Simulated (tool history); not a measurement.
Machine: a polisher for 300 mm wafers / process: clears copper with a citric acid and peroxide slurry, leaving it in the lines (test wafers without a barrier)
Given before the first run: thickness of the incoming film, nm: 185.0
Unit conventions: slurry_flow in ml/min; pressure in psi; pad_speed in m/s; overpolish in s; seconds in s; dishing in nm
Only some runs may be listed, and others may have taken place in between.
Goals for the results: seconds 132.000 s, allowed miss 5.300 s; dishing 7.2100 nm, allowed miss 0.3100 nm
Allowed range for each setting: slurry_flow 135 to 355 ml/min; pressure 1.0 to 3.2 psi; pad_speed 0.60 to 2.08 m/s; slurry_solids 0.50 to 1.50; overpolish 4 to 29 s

Run 1, hour 0.0: slurry_flow 225 ml/min, pressure 2.1 psi, pad_speed 1.34 m/s, slurry_solids 1.00, overpolish 15 s. Result: seconds 112.280 s, dishing 9.1691 nm.
Run 2, hour 1.7: slurry_flow 225 ml/min, pressure 2.1 psi, pad_speed 1.56 m/s, slurry_solids 1.00, overpolish 15 s. Result: seconds 101.430 s, dishing 9.6488 nm.
Run 3, hour 9.4: slurry_flow 225 ml/min, pressure 2.0 psi, pad_speed 1.56 m/s, slurry_solids 1.00, overpolish 14 s. Result: seconds 108.600 s, dishing 8.9351 nm.
Run 4, hour 16.9: slurry_flow 225 ml/min, pressure 2.0 psi, pad_speed 1.84 m/s, slurry_solids 1.00, overpolish 14 s. Result: seconds 95.424 s, dishing 9.5863 nm.
Run 5, hour 21.7: slurry_flow 200 ml/min, pressure 2.0 psi, pad_speed 1.84 m/s, slurry_solids 1.00, overpolish 14 s. Result: seconds 98.656 s, dishing 9.5872 nm.
Run 6, hour 30.2: slurry_flow 200 ml/min, pressure 2.0 psi, pad_speed 1.84 m/s, slurry_solids 1.10, overpolish 14 s. Result: seconds 94.394 s, dishing 9.5708 nm.
Run 7, hour 35.5: slurry_flow 200 ml/min, pressure 1.9 psi, pad_speed 1.84 m/s, slurry_solids 1.10, overpolish 13 s. Result: seconds 97.130 s, dishing 9.1404 nm.
Run 8, hour 41.1: slurry_flow 200 ml/min, pressure 1.3 psi, pad_speed 1.82 m/s, slurry_solids 1.10, overpolish 9 s. Result: seconds 146.110 s, dishing 6.0749 nm.
Run 9, hour 47.7: slurry_flow 205 ml/min, pressure 1.3 psi, pad_speed 1.82 m/s, slurry_solids 1.10, overpolish 10 s. Result: seconds 143.820 s, dishing 6.3311 nm.
Run 10, hour 56.2: slurry_flow 225 ml/min, pressure 1.5 psi, pad_speed 1.82 m/s, slurry_solids 1.10, overpolish 14 s. Result: seconds 123.370 s, dishing 8.6661 nm.

Consider the 5 candidate settings below. Which is the only one whose results all fall within their allowed miss of target?
Run A, hour 64.7: slurry_flow 240 ml/min, pressure 1.5 psi, pad_speed 1.96 m/s, slurry_solids 0.95, overpolish 13 s. Result: seconds ?, dishing ?.
Run B, hour 64.7: slurry_flow 200 ml/min, pressure 1.8 psi, pad_speed 1.78 m/s, slurry_solids 1.20, overpolish 14 s. Result: seconds ?, dishing ?.
Run C, hour 64.7: slurry_flow 275 ml/min, pressure 1.7 psi, pad_speed 1.74 m/s, slurry_solids 1.05, overpolish 10 s. Result: seconds ?, dishing ?.
Run D, hour 64.7: slurry_flow 225 ml/min, pressure 1.6 psi, pad_speed 1.48 m/s, slurry_solids 1.30, overpolish 11 s. Result: seconds ?, dishing ?.
Run E, hour 64.7: slurry_flow 220 ml/min, pressure 1.2 psi, pad_speed 2.04 m/s, slurry_solids 1.25, overpolish 22 s. Result: seconds ?, dishing ?.

move  seconds  dishing
   A  120.090   8.2028
   B  104.270   9.0999
   C  112.320   7.4163
   D  130.030   7.2000
   E  135.740   9.6208
A: better than the last run, though not everything is in spec
B: moves away from the targets compared with the last run
C: brings the result that was furthest off to its target, and leaves another outside
D: meets every target
E: moves away from the targets compared with the last run
D is the move that brings every result within its allowed miss.

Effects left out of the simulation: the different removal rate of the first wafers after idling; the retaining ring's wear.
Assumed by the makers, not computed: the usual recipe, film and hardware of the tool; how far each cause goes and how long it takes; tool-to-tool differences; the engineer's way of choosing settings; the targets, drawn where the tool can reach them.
